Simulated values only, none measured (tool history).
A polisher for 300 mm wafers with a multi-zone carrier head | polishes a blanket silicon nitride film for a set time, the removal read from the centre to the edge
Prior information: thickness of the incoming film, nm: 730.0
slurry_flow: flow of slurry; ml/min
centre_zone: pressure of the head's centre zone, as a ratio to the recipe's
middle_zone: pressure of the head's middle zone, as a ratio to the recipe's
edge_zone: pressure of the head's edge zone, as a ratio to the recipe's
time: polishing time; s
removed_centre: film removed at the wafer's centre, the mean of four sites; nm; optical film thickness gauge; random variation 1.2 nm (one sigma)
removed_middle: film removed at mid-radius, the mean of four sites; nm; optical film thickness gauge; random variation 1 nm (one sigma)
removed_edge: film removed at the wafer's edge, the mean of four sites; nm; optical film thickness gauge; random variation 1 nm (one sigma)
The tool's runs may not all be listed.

{"run": 1, "day": 0.0, "slurry_flow": 250, "centre_zone": 1.0, "middle_zone": 1.0, "edge_zone": 1.0, "time": 61, "removed_centre": 107.26, "removed_middle": 100.78, "removed_edge": 101.62}
{"run": 2, "day": 0.333, "slurry_flow": 250, "centre_zone": 1.0, "middle_zone": 1.0, "edge_zone": 0.95, "time": 61, "removed_centre": 105.16, "removed_middle": 100.29, "removed_edge": 98.643}
{"run": 3, "day": 0.642, "slurry_flow": 310, "centre_zone": 1.0, "middle_zone": 1.0, "edge_zone": 0.95, "time": 61, "removed_centre": 106.15, "removed_middle": 103.04, "removed_edge": 99.685}
{"run": 4, "day": 0.758, "slurry_flow": 310, "centre_zone": 1.0, "middle_zone": 1.0, "edge_zone": 0.95, "time": 46, "removed_centre": 83.141, "removed_middle": 77.84, "removed_edge": 73.999}
{"run": 5, "day": 1.071, "slurry_flow": 310, "centre_zone": 0.98, "middle_zone": 1.03, "edge_zone": 0.98, "time": 49, "removed_centre": 85.751, "removed_middle": 84.845, "removed_edge": 80.859}
{"run": 6, "day": 1.317, "slurry_flow": 310, "centre_zone": 0.97, "middle_zone": 1.06, "edge_zone": 1.01, "time": 51, "removed_centre": 87.944, "removed_middle": 90.538, "removed_edge": 85.077}
{"run": 7, "day": 1.392, "slurry_flow": 310, "centre_zone": 0.96, "middle_zone": 1.08, "edge_zone": 1.04, "time": 53, "removed_centre": 92.308, "removed_middle": 95.76, "removed_edge": 90.032}

Expected results for the next run?
{"run": 8, "day": 1.717, "slurry_flow": 310, "centre_zone": 0.94, "middle_zone": 1.1, "edge_zone": 1.06, "time": 55, "removed_centre": "?", "removed_middle": "?", "removed_edge": "?"}

{"run 8": {"removed_centre": 91.28, "removed_middle": 100.64, "removed_edge": 94.7}}
